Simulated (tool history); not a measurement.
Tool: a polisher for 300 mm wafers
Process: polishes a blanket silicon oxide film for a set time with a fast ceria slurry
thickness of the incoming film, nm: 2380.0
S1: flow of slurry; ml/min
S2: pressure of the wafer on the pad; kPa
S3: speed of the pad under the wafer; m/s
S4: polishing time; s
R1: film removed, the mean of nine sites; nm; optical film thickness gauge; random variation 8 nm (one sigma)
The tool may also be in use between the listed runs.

{"run": 1, "day": 0.0, "S1": 305, "S2": 13.8, "S3": 1.16, "S4": 84, "R1": 1290.7}
{"run": 2, "day": 0.321, "S1": 305, "S2": 13.8, "S3": 1.02, "S4": 84, "R1": 1143.9}
{"run": 3, "day": 0.658, "S1": 305, "S2": 15.9, "S3": 1.02, "S4": 84, "R1": 1293.3}
{"run": 4, "day": 0.979, "S1": 305, "S2": 18.6, "S3": 1.02, "S4": 84, "R1": 1471.5}
{"run": 5, "day": 1.104, "S1": 305, "S2": 18.6, "S3": 1.26, "S4": 84, "R1": 1834.6}
{"run": 6, "day": 1.154, "S1": 305, "S2": 16.5, "S3": 1.26, "S4": 84, "R1": 1654.1}
{"run": 7, "day": 1.458, "S1": 305, "S2": 16.5, "S3": 1.26, "S4": 84, "R1": 1612.2}
{"run": 8, "day": 1.65, "S1": 305, "S2": 15.2, "S3": 1.26, "S4": 84, "R1": 1526.0}
{"run": 9, "day": 1.738, "S1": 300, "S2": 11.0, "S3": 1.24, "S4": 84, "R1": 1145.2}

The next listed run, before its measurement:
{"run": 10, "day": 1.879, "S1": 295, "S2": 11.0, "S3": 1.24, "S4": 84, "R1": "?"}

Run 10 gave R1 1159.8 nm.
